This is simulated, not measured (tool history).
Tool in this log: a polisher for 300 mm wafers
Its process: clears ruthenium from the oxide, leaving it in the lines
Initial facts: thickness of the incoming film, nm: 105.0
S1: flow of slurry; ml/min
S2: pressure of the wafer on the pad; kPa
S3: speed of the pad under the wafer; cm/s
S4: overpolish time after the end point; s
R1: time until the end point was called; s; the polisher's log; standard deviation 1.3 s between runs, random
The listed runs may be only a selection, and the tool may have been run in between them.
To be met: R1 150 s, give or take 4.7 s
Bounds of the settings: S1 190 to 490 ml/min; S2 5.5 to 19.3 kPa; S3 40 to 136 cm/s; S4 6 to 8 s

Run 1, day 0: S1 315 ml/min, S2 12.4 kPa, S3 88 cm/s, S4 8 s. Result: R1 100.67 s.
Run 2, day 0.117: S1 315 ml/min, S2 11 kPa, S3 88 cm/s, S4 8 s. Result: R1 110.63 s.
Run 3, day 0.479: S1 315 ml/min, S2 11 kPa, S3 80 cm/s, S4 8 s. Result: R1 121.92 s.
Run 4, day 0.525: S1 315 ml/min, S2 11 kPa, S3 96 cm/s, S4 8 s. Result: R1 102.41 s.
Run 5, day 0.854: S1 315 ml/min, S2 11 kPa, S3 74 cm/s, S4 8 s. Result: R1 135.62 s.
Run 6, day 1.212: S1 375 ml/min, S2 11 kPa, S3 74 cm/s, S4 8 s. Result: R1 131.07 s.
Run 7, day 1.496: S1 375 ml/min, S2 10.3 kPa, S3 74 cm/s, S4 8 s. Result: R1 136.93 s.
Run 8, day 1.562: S1 375 ml/min, S2 10.3 kPa, S3 74 cm/s, S4 8 s. Result: R1 137.54 s.
Run 9, day 1.688: S1 370 ml/min, S2 9.7 kPa, S3 74 cm/s, S4 8 s. Result: R1 144.83 s.
Run 10, day 1.725: S1 365 ml/min, S2 9.7 kPa, S3 74 cm/s, S4 8 s. Result: R1 142.95 s.

5 candidate next runs follow, results not yet known. Just one meets every target within its allowed miss. Identify it.
Run A, day 1.762: S1 325 ml/min, S2 10.3 kPa, S3 74 cm/s, S4 8 s. Result: R1 ?.
Run B, day 1.762: S1 350 ml/min, S2 9.7 kPa, S3 76 cm/s, S4 6 s. Result: R1 ?.
Run C, day 1.762: S1 375 ml/min, S2 7.6 kPa, S3 84 cm/s, S4 8 s. Result: R1 ?.
Run D, day 1.762: S1 340 ml/min, S2 10.3 kPa, S3 74 cm/s, S4 8 s. Result: R1 ?.
Run E, day 1.762: S1 355 ml/min, S2 8.3 kPa, S3 92 cm/s, S4 6 s. Result: R1 ?.

move      R1
   A  138.42
   B  141.01
   C  150.87
   D  137.86
   E  130.67
A: misses by more than the last run did
B: misses by more than the last run did
C: every result lands within tolerance
D: misses by more than the last run did
E: misses by more than the last run did
The right move is C.
